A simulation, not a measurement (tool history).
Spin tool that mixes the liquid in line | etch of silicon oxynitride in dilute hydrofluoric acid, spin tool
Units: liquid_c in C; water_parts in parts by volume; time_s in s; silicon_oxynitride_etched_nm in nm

Run 1, hour 0: liquid_c 21 C, water_parts 220 parts by volume, time_s 100 s. Result: silicon_oxynitride_etched_nm 0.61079 nm.
Run 2, hour 6.9: liquid_c 19 C, water_parts 220 parts by volume, time_s 100 s. Result: silicon_oxynitride_etched_nm 0.53512 nm.
Run 3, hour 13.9: liquid_c 19 C, water_parts 230 parts by volume, time_s 100 s. Result: silicon_oxynitride_etched_nm 0.50988 nm.
Run 4, hour 15.8: liquid_c 17 C, water_parts 230 parts by volume, time_s 100 s. Result: silicon_oxynitride_etched_nm 0.47035 nm.
Run 5, hour 19.5: liquid_c 17 C, water_parts 230 parts by volume, time_s 100 s. Result: silicon_oxynitride_etched_nm 0.47918 nm.
Run 6, hour 26.7: liquid_c 17 C, water_parts 240 parts by volume, time_s 100 s. Result: silicon_oxynitride_etched_nm 0.44685 nm.

What does the tool deliver on the next run?
Run 7, hour 27.5: liquid_c 17 C, water_parts 250 parts by volume, time_s 100 s. Result: silicon_oxynitride_etched_nm ?.

Run 7 yielded silicon_oxynitride_etched_nm 0.42369 nm.
